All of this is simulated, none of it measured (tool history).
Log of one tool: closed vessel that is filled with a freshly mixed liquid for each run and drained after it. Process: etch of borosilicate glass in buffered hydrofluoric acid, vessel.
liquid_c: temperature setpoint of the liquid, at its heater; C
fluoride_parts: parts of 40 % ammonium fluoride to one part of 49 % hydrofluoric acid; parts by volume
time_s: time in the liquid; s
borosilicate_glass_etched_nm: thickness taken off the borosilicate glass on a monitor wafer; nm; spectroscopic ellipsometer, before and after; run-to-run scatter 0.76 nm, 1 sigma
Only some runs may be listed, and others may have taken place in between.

run 1 hour=0 | liquid_c=22 fluoride_parts=13.5 time_s=100 | borosilicate_glass_etched_nm=75.596
run 2 hour=5.5 | liquid_c=22.5 fluoride_parts=13.5 time_s=100 | borosilicate_glass_etched_nm=78.379
run 3 hour=8.5 | liquid_c=22.5 fluoride_parts=17 time_s=100 | borosilicate_glass_etched_nm=62.315
run 4 hour=13.6 | liquid_c=23.5 fluoride_parts=17 time_s=100 | borosilicate_glass_etched_nm=64.951
run 5 hour=21.9 | liquid_c=26.5 fluoride_parts=17 time_s=100 | borosilicate_glass_etched_nm=77.38
run 6 hour=27.2 | liquid_c=29.5 fluoride_parts=17 time_s=100 | borosilicate_glass_etched_nm=91.083

For run 7, what comes out?
run 7 hour=34.1 | liquid_c=30 fluoride_parts=16.5 time_s=100 | borosilicate_glass_etched_nm=?

borosilicate_glass_etched_nm: 94.387 nm

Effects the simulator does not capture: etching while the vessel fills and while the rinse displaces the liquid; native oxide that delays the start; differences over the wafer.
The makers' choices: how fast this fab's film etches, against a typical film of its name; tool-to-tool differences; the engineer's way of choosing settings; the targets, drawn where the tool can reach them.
